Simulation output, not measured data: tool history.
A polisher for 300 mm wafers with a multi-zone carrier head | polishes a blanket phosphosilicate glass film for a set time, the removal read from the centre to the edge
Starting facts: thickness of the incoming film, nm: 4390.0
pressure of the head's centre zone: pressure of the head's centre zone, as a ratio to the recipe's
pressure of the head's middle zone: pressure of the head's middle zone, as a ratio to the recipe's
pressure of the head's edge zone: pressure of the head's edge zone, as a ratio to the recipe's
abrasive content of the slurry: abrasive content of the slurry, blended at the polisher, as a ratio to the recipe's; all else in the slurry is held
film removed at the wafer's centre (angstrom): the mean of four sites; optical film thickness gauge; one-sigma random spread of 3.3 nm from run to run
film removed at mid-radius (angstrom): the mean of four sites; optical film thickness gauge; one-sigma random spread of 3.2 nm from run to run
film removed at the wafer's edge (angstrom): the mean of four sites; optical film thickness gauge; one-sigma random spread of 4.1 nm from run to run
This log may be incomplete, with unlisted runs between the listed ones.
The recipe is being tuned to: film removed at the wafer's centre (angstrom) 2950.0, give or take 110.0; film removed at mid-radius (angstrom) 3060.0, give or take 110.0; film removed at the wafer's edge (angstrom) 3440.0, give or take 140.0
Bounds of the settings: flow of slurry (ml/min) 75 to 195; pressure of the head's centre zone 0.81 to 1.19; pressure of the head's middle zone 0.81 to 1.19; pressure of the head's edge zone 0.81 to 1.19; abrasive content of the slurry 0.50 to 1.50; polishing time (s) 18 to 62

run	hour	flow of slurry (ml/min)	pressure of the head's centre zone	pressure of the head's middle zone	pressure of the head's edge zone	abrasive content of the slurry	polishing time (s)	film removed at the wafer's centre (angstrom)	film removed at mid-radius (angstrom)	film removed at the wafer's edge (angstrom)
1	0.0	125	1.00	1.00	1.00	1.00	40	3480.5	3489.9	3470.1
2	8.8	125	1.00	1.00	1.00	1.20	40	3822.3	3783.8	3760.4
3	15.4	125	1.00	1.08	1.00	1.20	40	3880.3	4109.8	3748.6
4	21.6	125	1.00	1.08	1.00	1.10	40	3712.6	3873.7	3709.4
5	30.3	125	1.00	1.08	1.00	1.10	44	4080.5	4207.3	3880.6
6	33.4	125	1.00	1.08	1.00	1.20	44	4153.6	4501.4	4237.3
7	41.4	120	0.99	1.06	1.00	1.15	44	4033.1	4294.0	4076.7
8	49.9	115	0.98	1.04	1.00	1.10	44	3915.4	4071.7	3980.9
9	55.0	115	0.97	1.03	1.00	1.05	44	3877.2	3956.2	3881.6
10	59.1	115	0.97	1.03	1.00	1.05	44	3789.1	3957.1	3847.7
11	65.1	80	0.87	0.93	0.97	0.90	44	2868.0	3198.0	3375.6

Pick the move, out of 5, that brings all results within their allowed miss; only one does.
A	71.1	75	0.81	1.01	1.12	1.10	41	?	?	?
B	71.1	75	0.88	0.96	0.97	0.95	44	?	?	?
C	71.1	75	0.86	0.86	0.95	0.95	44	?	?	?
D	71.1	80	0.97	0.92	1.04	0.80	46	?	?	?
E	71.1	75	0.81	0.95	0.96	0.85	47	?	?	?

move	film removed at the wafer's centre (angstrom)	film removed at mid-radius (angstrom)	film removed at the wafer's edge (angstrom)
A	2800.9	3486.3	3751.6
B	3028.1	3322.2	3478.7
C	2956.6	3032.3	3449.1
D	3191.3	3057.3	3424.1
E	2791.0	3301.7	3469.7
A: the biggest miss grows against the last run
B: the biggest miss grows against the last run
C: every result lands within tolerance
D: meets the target for the result that was furthest off, but another lies outside its allowed miss
E: the biggest miss grows against the last run
C meets every target.
